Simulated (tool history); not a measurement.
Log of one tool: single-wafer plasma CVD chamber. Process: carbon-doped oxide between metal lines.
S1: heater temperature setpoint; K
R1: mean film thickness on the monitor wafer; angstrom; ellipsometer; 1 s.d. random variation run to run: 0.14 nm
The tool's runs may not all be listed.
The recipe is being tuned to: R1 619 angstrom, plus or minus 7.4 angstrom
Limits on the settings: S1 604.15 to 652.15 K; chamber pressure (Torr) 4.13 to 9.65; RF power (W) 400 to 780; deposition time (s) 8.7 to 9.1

{"run": 1, "hour": 0.0, "S1": 628.15, "chamber pressure (Torr)": 6.89, "RF power (W)": 590, "deposition time (s)": 9.1, "R1": 552.89}
{"run": 2, "hour": 1.8, "S1": 628.15, "chamber pressure (Torr)": 6.89, "RF power (W)": 590, "deposition time (s)": 9.1, "R1": 554.71}
{"run": 3, "hour": 5.9, "S1": 628.15, "chamber pressure (Torr)": 6.89, "RF power (W)": 515, "deposition time (s)": 9.1, "R1": 503.61}
{"run": 4, "hour": 9.4, "S1": 628.15, "chamber pressure (Torr)": 8.04, "RF power (W)": 515, "deposition time (s)": 9.1, "R1": 509.6}
{"run": 5, "hour": 10.5, "S1": 624.15, "chamber pressure (Torr)": 8.22, "RF power (W)": 540, "deposition time (s)": 9.1, "R1": 532.08}
{"run": 6, "hour": 17.9, "S1": 624.15, "chamber pressure (Torr)": 8.22, "RF power (W)": 510, "deposition time (s)": 9.1, "R1": 514.11}
{"run": 7, "hour": 22.0, "S1": 621.15, "chamber pressure (Torr)": 8.37, "RF power (W)": 535, "deposition time (s)": 9.1, "R1": 535.98}
{"run": 8, "hour": 30.1, "S1": 618.15, "chamber pressure (Torr)": 8.49, "RF power (W)": 550, "deposition time (s)": 9.1, "R1": 547.81}
{"run": 9, "hour": 35.3, "S1": 616.15, "chamber pressure (Torr)": 8.6, "RF power (W)": 565, "deposition time (s)": 9.1, "R1": 566.44}
{"run": 10, "hour": 39.0, "S1": 614.15, "chamber pressure (Torr)": 8.68, "RF power (W)": 575, "deposition time (s)": 9.1, "R1": 571.26}
{"run": 11, "hour": 47.0, "S1": 613.15, "chamber pressure (Torr)": 8.76, "RF power (W)": 585, "deposition time (s)": 9.1, "R1": 582.04}
{"run": 12, "hour": 50.9, "S1": 612.15, "chamber pressure (Torr)": 8.82, "RF power (W)": 590, "deposition time (s)": 9.1, "R1": 588.19}
{"run": 13, "hour": 57.1, "S1": 611.15, "chamber pressure (Torr)": 8.88, "RF power (W)": 595, "deposition time (s)": 9.1, "R1": 589.87}

Which single option among these 4 for the next run brings every result within its allowed miss of target? Just one does.
{"run": "A", "hour": 63.3, "S1": 619.15, "chamber pressure (Torr)": 9.65, "RF power (W)": 555, "deposition time (s)": 9.1, "R1": "?"}
{"run": "B", "hour": 63.3, "S1": 612.15, "chamber pressure (Torr)": 9.01, "RF power (W)": 610, "deposition time (s)": 9.1, "R1": "?"}
{"run": "C", "hour": 63.3, "S1": 616.15, "chamber pressure (Torr)": 9.03, "RF power (W)": 645, "deposition time (s)": 9.1, "R1": "?"}
{"run": "D", "hour": 63.3, "S1": 617.15, "chamber pressure (Torr)": 8.81, "RF power (W)": 620, "deposition time (s)": 9.1, "R1": "?"}

move=A R1=556.17
move=B R1=599.71
move=C R1=615.21
move=D R1=597.14
A: further off than the last run
B: closer than the last run, but not yet in spec
C: all results in spec
D: closer than the last run, but not yet in spec
C meets every target.

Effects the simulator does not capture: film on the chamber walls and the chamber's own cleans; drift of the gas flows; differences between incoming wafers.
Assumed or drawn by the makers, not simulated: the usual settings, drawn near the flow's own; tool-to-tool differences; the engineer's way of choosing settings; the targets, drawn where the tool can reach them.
